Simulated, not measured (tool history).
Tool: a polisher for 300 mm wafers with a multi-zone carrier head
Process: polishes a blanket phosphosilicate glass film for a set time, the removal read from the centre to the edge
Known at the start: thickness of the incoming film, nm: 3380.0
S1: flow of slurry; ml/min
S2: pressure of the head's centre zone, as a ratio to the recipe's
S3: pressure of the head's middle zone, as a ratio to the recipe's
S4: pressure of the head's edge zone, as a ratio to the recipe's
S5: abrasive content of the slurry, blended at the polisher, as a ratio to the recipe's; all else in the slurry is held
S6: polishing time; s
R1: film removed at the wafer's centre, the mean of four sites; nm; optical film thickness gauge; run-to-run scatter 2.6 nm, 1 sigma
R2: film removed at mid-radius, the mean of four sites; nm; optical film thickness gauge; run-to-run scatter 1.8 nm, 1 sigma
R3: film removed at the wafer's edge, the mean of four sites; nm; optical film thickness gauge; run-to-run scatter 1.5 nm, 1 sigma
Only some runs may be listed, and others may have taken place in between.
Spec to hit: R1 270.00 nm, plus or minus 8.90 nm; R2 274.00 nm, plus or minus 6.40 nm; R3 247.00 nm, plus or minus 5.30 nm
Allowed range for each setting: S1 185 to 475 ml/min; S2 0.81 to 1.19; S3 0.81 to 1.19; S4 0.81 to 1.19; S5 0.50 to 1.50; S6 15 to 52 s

run,hour,S1,S2,S3,S4,S5,S6,R1,R2,R3
1,0.0,305,1.00,1.00,1.00,1.00,33,426.41,429.47,428.82
2,0.8,345,1.00,1.00,1.00,1.00,33,435.56,434.10,434.18
3,4.6,340,1.00,1.00,0.97,0.95,32,422.18,413.87,403.87
4,10.4,335,0.98,1.00,0.95,0.90,31,383.79,392.44,377.65
5,16.2,335,0.98,1.00,0.93,0.85,30,363.68,367.49,352.09
6,24.7,335,0.98,1.00,0.91,0.80,29,340.60,346.71,325.98
7,33.1,330,0.98,1.00,0.90,0.75,29,332.74,333.36,313.00
8,41.4,320,0.98,1.00,0.89,0.70,29,315.45,321.07,300.99
9,43.2,310,0.98,1.00,0.88,0.65,29,306.09,311.47,286.71
10,44.6,295,0.98,1.00,0.87,0.65,29,303.50,302.04,285.39
11,52.7,285,0.98,1.01,0.86,0.65,29,301.65,308.93,282.03
12,60.1,275,0.98,1.01,0.85,0.65,29,303.60,304.65,278.59
# hour 68.1: worn pad replaced by a new one
13,68.1,240,0.95,1.01,0.81,0.50,28,253.92,263.34,237.69
14,77.1,250,0.95,1.01,0.81,0.50,28,254.42,268.11,240.22
15,84.9,255,0.95,1.01,0.81,0.50,28,256.98,266.37,238.49

4 candidate next runs follow, results not yet known. Just one meets every target within its allowed miss. Identify it.
A,92.7,305,1.02,0.98,0.89,0.50,27,?,?,?
B,92.7,270,1.16,1.02,0.81,0.50,27,?,?,?
C,92.7,335,0.96,1.09,0.81,0.50,26,?,?,?
D,92.7,225,0.98,1.02,0.81,0.50,29,?,?,?

move,R1,R2,R3
A,270.04,258.73,247.56
B,296.93,263.85,234.79
C,249.84,275.33,229.86
D,268.77,276.72,247.57
A: the worst result of the last run now meets its target, but another is out of spec
B: misses by more than the last run did
C: misses by more than the last run did
D: in spec on every target
Correct choice: D, which meets every target
